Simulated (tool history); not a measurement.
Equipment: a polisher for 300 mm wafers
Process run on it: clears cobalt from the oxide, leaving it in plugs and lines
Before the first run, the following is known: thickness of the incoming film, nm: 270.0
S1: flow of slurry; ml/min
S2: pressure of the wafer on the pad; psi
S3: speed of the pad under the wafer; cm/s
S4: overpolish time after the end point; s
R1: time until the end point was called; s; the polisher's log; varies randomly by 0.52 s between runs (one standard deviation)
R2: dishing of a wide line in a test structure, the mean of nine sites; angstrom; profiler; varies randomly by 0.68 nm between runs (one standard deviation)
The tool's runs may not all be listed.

run 1 hour=0.0 | S1=305 S2=2.4 S3=112 S4=17 | R1=44.526 R2=482.76
run 2 hour=5.9 | S1=305 S2=2.4 S3=138 S4=17 | R1=36.648 R2=527.58
run 3 hour=12.4 | S1=305 S2=2.4 S3=138 S4=14 | R1=36.137 R2=471.89
run 4 hour=16.1 | S1=305 S2=2.3 S3=138 S4=15 | R1=38.118 R2=489.45
run 5 hour=23.7 | S1=305 S2=2.2 S3=138 S4=16 | R1=39.535 R2=485.52
run 6 hour=28.8 | S1=305 S2=1.8 S3=138 S4=16 | R1=48.365 R2=457.96
run 7 hour=37.5 | S1=305 S2=1.8 S3=138 S4=17 | R1=48.137 R2=465.96
run 8 hour=44.1 | S1=305 S2=1.8 S3=138 S4=18 | R1=48.573 R2=477.94
run 9 hour=46.6 | S1=305 S2=1.8 S3=138 S4=19 | R1=48.443 R2=484.79

Predict the results of run 10:
run 10 hour=54.4 | S1=305 S2=1.8 S3=138 S4=20 | R1=? R2=?

{"run 10": {"R1": 48.746, "R2": 492.65}}
